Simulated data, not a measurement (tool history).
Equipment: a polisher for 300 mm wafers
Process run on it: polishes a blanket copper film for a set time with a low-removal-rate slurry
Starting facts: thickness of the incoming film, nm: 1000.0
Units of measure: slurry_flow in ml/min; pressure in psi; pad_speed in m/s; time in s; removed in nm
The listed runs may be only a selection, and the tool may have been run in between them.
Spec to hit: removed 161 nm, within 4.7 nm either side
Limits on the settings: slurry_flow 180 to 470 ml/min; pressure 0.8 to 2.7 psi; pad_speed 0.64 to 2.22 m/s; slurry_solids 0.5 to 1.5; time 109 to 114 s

Run 1, hour 0: slurry_flow 300 ml/min, pressure 1.7 psi, pad_speed 1.42 m/s, slurry_solids 1, time 109 s. Result: removed 320.28 nm.
Run 2, hour 3.1: slurry_flow 330 ml/min, pressure 1.7 psi, pad_speed 1.42 m/s, slurry_solids 1, time 109 s. Result: removed 322.65 nm.
Run 3, hour 10.1: slurry_flow 330 ml/min, pressure 1.7 psi, pad_speed 1.56 m/s, slurry_solids 1, time 109 s. Result: removed 352.59 nm.
Run 4, hour 14: slurry_flow 260 ml/min, pressure 1.7 psi, pad_speed 1.56 m/s, slurry_solids 1, time 109 s. Result: removed 348.65 nm.
Run 5, hour 15.5: slurry_flow 260 ml/min, pressure 1.4 psi, pad_speed 1.56 m/s, slurry_solids 1, time 109 s. Result: removed 286.93 nm.
Run 6, hour 22.5: slurry_flow 260 ml/min, pressure 1.3 psi, pad_speed 1.5 m/s, slurry_solids 1, time 109 s. Result: removed 258.58 nm.
Run 7, hour 25.5: slurry_flow 260 ml/min, pressure 1.2 psi, pad_speed 1.46 m/s, slurry_solids 1, time 109 s. Result: removed 233.02 nm.
Run 8, hour 26.8: slurry_flow 260 ml/min, pressure 1.1 psi, pad_speed 1.44 m/s, slurry_solids 1, time 109 s. Result: removed 210.22 nm.
Run 9, hour 28.5: slurry_flow 260 ml/min, pressure 1 psi, pad_speed 1.42 m/s, slurry_solids 1, time 109 s. Result: removed 192.97 nm.
Run 10, hour 30.2: slurry_flow 260 ml/min, pressure 0.9 psi, pad_speed 1.38 m/s, slurry_solids 1, time 109 s. Result: removed 167.48 nm.

Next run, 5 choices. One meets every target within its allowed miss, the rest don't. Which?
Run A, hour 31.9: slurry_flow 295 ml/min, pressure 0.9 psi, pad_speed 1.4 m/s, slurry_solids 0.9, time 113 s. Result: removed ?.
Run B, hour 31.9: slurry_flow 275 ml/min, pressure 0.9 psi, pad_speed 1.38 m/s, slurry_solids 1.05, time 112 s. Result: removed ?.
Run C, hour 31.9: slurry_flow 330 ml/min, pressure 1 psi, pad_speed 1.08 m/s, slurry_solids 1.2, time 114 s. Result: removed ?.
Run D, hour 31.9: slurry_flow 280 ml/min, pressure 1.1 psi, pad_speed 1.14 m/s, slurry_solids 1, time 114 s. Result: removed ?.
Run E, hour 31.9: slurry_flow 225 ml/min, pressure 1 psi, pad_speed 1.3 m/s, slurry_solids 0.95, time 111 s. Result: removed ?.

move  removed
   A   175.32
   B   175.04
   C   161.08
   D   177.97
   E   175.23
A: its largest miss is bigger than the last run's
B: its largest miss is bigger than the last run's
C: all results land within tolerance of their targets
D: its largest miss is bigger than the last run's
E: its largest miss is bigger than the last run's
Go with C: it meets all targets.

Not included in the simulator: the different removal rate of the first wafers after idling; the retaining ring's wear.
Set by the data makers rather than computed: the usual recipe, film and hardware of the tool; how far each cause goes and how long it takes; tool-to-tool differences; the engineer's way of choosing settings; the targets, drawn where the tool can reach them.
